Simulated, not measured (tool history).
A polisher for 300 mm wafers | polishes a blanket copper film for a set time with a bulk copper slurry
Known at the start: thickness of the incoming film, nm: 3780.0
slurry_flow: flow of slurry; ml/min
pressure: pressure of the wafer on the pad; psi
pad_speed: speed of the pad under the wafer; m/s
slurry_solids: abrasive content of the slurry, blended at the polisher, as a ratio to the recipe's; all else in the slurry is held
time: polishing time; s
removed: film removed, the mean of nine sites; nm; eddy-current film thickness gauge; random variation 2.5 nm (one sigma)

{"run": 1, "day": 0.0, "slurry_flow": 245, "pressure": 3.2, "pad_speed": 1.06, "slurry_solids": 1.0, "time": 46, "removed": 437.43}
{"run": 2, "day": 0.15, "slurry_flow": 240, "pressure": 3.1, "pad_speed": 1.06, "slurry_solids": 1.0, "time": 46, "removed": 416.34}
{"run": 3, "day": 0.512, "slurry_flow": 230, "pressure": 3.0, "pad_speed": 1.06, "slurry_solids": 1.0, "time": 46, "removed": 405.56}
{"run": 4, "day": 0.833, "slurry_flow": 230, "pressure": 2.5, "pad_speed": 1.06, "slurry_solids": 1.0, "time": 46, "removed": 338.8}
{"run": 5, "day": 1.046, "slurry_flow": 205, "pressure": 2.5, "pad_speed": 1.06, "slurry_solids": 1.0, "time": 46, "removed": 333.83}
{"run": 6, "day": 1.083, "slurry_flow": 185, "pressure": 2.5, "pad_speed": 1.06, "slurry_solids": 1.0, "time": 46, "removed": 330.79}
{"run": 7, "day": 1.196, "slurry_flow": 205, "pressure": 2.6, "pad_speed": 1.06, "slurry_solids": 1.0, "time": 46, "removed": 344.57}
{"run": 8, "day": 1.362, "slurry_flow": 205, "pressure": 2.6, "pad_speed": 1.06, "slurry_solids": 1.0, "time": 46, "removed": 347.7}

The next listed run, before its measurement:
{"run": 9, "day": 1.408, "slurry_flow": 205, "pressure": 2.6, "pad_speed": 1.06, "slurry_solids": 1.0, "time": 46, "removed": "?"}

Run 9 gave removed 346.87 nm.
